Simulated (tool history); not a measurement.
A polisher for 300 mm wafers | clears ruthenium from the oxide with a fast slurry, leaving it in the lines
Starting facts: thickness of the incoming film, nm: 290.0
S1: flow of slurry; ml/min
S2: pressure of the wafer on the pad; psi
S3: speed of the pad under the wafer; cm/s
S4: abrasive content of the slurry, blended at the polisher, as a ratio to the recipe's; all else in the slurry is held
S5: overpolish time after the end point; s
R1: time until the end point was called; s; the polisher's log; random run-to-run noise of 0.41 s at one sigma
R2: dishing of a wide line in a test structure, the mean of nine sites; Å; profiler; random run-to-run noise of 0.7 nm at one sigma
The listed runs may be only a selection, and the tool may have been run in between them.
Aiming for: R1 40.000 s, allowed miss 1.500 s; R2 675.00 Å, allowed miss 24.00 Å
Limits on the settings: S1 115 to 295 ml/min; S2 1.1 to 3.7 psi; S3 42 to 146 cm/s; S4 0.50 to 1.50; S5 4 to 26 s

run 1 hour=0.0 | S1=190 S2=2.4 S3=94 S4=1.00 S5=13 | R1=88.871 R2=319.99
run 2 hour=1.6 | S1=195 S2=2.6 S3=98 S4=1.00 S5=13 | R1=78.705 R2=350.63
run 3 hour=8.9 | S1=170 S2=2.6 S3=98 S4=1.00 S5=13 | R1=80.499 R2=352.81
run 4 hour=17.3 | S1=175 S2=2.8 S3=102 S4=1.00 S5=13 | R1=73.216 R2=379.53
run 5 hour=19.3 | S1=175 S2=2.4 S3=102 S4=1.00 S5=13 | R1=83.016 R2=343.25
run 6 hour=23.4 | S1=180 S2=2.6 S3=106 S4=1.00 S5=13 | R1=74.252 R2=370.45
run 7 hour=24.7 | S1=180 S2=2.8 S3=110 S4=1.00 S5=13 | R1=66.712 R2=406.50
run 8 hour=31.7 | S1=200 S2=3.4 S3=128 S4=1.00 S5=14 | R1=49.108 R2=567.88
run 9 hour=33.2 | S1=200 S2=3.5 S3=130 S4=1.00 S5=14 | R1=47.317 R2=581.13
run 10 hour=36.5 | S1=200 S2=3.5 S3=132 S4=1.00 S5=14 | R1=46.421 R2=596.18
run 11 hour=40.3 | S1=230 S2=3.7 S3=138 S4=1.00 S5=14 | R1=42.027 R2=641.09
run 12 hour=45.9 | S1=230 S2=3.7 S3=140 S4=1.00 S5=14 | R1=41.577 R2=662.99

5 candidate next runs follow, results not yet known. Just one meets every target within its allowed miss. Identify it.
run A hour=51.5 | S1=245 S2=3.5 S3=140 S4=1.15 S5=13 | R1=? R2=?
run B hour=51.5 | S1=185 S2=3.6 S3=140 S4=1.00 S5=14 | R1=? R2=?
run C hour=51.5 | S1=260 S2=3.1 S3=144 S4=1.10 S5=14 | R1=? R2=?
run D hour=51.5 | S1=230 S2=3.6 S3=138 S4=1.25 S5=14 | R1=? R2=?
run E hour=51.5 | S1=225 S2=3.6 S3=140 S4=0.95 S5=16 | R1=? R2=?

move=A R1=40.687 R2=616.18
move=B R1=43.553 R2=619.23
move=C R1=44.086 R2=613.09
move=D R1=39.323 R2=672.53
move=E R1=43.372 R2=691.82
A: the worst result of the last run now meets its target, but another is out of spec
B: its largest miss is bigger than the last run's
C: its largest miss is bigger than the last run's
D: meets every target
E: its largest miss is bigger than the last run's
So the answer is move D, the one that meets all the targets.
